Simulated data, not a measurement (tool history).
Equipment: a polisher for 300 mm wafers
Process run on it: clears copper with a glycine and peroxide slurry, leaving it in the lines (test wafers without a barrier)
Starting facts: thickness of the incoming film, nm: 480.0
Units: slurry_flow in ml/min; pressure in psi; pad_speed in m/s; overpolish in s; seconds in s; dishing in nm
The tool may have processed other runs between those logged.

run 1 hour=0 | slurry_flow=290 pressure=2.5 pad_speed=0.94 overpolish=19 | seconds=112.37 dishing=24.91
run 2 hour=3.1 | slurry_flow=245 pressure=2.5 pad_speed=0.94 overpolish=19 | seconds=115.82 dishing=24.917
run 3 hour=5.3 | slurry_flow=245 pressure=2.5 pad_speed=0.94 overpolish=16 | seconds=115.59 dishing=23.674
run 4 hour=14.3 | slurry_flow=210 pressure=2.5 pad_speed=0.94 overpolish=16 | seconds=120.15 dishing=23.487
run 5 hour=18.3 | slurry_flow=235 pressure=2.8 pad_speed=0.94 overpolish=16 | seconds=108.3 dishing=23.944
run 6 hour=23.9 | slurry_flow=235 pressure=2.8 pad_speed=0.94 overpolish=12 | seconds=109.04 dishing=21.358
run 7 hour=30.2 | slurry_flow=240 pressure=3.5 pad_speed=1.02 overpolish=18 | seconds=86.737 dishing=25.825
run 8 hour=30.9 | slurry_flow=255 pressure=3.6 pad_speed=1.04 overpolish=18 | seconds=83.279 dishing=25.706
run 9 hour=33.6 | slurry_flow=260 pressure=3.7 pad_speed=1.06 overpolish=18 | seconds=79.223 dishing=25.419
run 10 hour=35.4 | slurry_flow=265 pressure=3.7 pad_speed=1.06 overpolish=18 | seconds=79.199 dishing=25.232
run 11 hour=40.1 | slurry_flow=270 pressure=3.7 pad_speed=1.06 overpolish=18 | seconds=78.83 dishing=24.98
run 12 hour=45.2 | slurry_flow=275 pressure=3.7 pad_speed=1.06 overpolish=18 | seconds=78.989 dishing=25.724

For run 13, what comes out?
run 13 hour=49.4 | slurry_flow=280 pressure=3.7 pad_speed=1.08 overpolish=18 | seconds=? dishing=?

{"run 13": {"seconds": 77.644, "dishing": 25.34}}
